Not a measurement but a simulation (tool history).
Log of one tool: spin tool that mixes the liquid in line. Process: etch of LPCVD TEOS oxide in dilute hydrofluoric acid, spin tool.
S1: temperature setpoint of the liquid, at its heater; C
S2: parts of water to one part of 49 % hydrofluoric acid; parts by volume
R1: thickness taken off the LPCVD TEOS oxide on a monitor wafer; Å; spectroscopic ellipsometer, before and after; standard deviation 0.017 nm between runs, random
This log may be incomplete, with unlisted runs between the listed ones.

run 1 hour=0 | S1=21 S2=265 time_under_the_liquid_(s)=85 | R1=50.475
run 2 hour=8 | S1=21 S2=185 time_under_the_liquid_(s)=85 | R1=77.915
run 3 hour=11.1 | S1=19.5 S2=185 time_under_the_liquid_(s)=85 | R1=73.202
run 4 hour=14.3 | S1=19.5 S2=185 time_under_the_liquid_(s)=85 | R1=73.242
run 5 hour=22 | S1=19.5 S2=200 time_under_the_liquid_(s)=85 | R1=66.433
run 6 hour=22.5 | S1=19.5 S2=140 time_under_the_liquid_(s)=85 | R1=100.61
run 7 hour=25.8 | S1=19.5 S2=140 time_under_the_liquid_(s)=85 | R1=100.33
run 8 hour=26.8 | S1=19.5 S2=160 time_under_the_liquid_(s)=85 | R1=86.051
-- hour=30.3 hydrofluoric acid flow meter replaced
run 9 hour=30.3 | S1=19.5 S2=175 time_under_the_liquid_(s)=85 | R1=71.144
run 10 hour=36.3 | S1=19 S2=185 time_under_the_liquid_(s)=85 | R1=65.512
run 11 hour=38 | S1=19 S2=185 time_under_the_liquid_(s)=85 | R1=65.945
run 12 hour=41.1 | S1=19 S2=195 time_under_the_liquid_(s)=85 | R1=61.971
run 13 hour=46.7 | S1=19 S2=195 time_under_the_liquid_(s)=85 | R1=62.27
run 14 hour=54.9 | S1=19 S2=205 time_under_the_liquid_(s)=85 | R1=58.478
run 15 hour=60.5 | S1=19 S2=205 time_under_the_liquid_(s)=85 | R1=58.349
run 16 hour=67.3 | S1=19 S2=210 time_under_the_liquid_(s)=85 | R1=57.591
run 17 hour=71.8 | S1=19 S2=215 time_under_the_liquid_(s)=85 | R1=55.243
run 18 hour=77.1 | S1=19 S2=220 time_under_the_liquid_(s)=85 | R1=53.542
run 19 hour=78.4 | S1=19 S2=225 time_under_the_liquid_(s)=85 | R1=52.083
run 20 hour=86.7 | S1=19 S2=230 time_under_the_liquid_(s)=85 | R1=51.185
run 21 hour=94.1 | S1=19 S2=235 time_under_the_liquid_(s)=85 | R1=49.724

What will run 22 give?
run 22 hour=102.4 | S1=19 S2=240 time_under_the_liquid_(s)=85 | R1=?

R1: 47.934 Å

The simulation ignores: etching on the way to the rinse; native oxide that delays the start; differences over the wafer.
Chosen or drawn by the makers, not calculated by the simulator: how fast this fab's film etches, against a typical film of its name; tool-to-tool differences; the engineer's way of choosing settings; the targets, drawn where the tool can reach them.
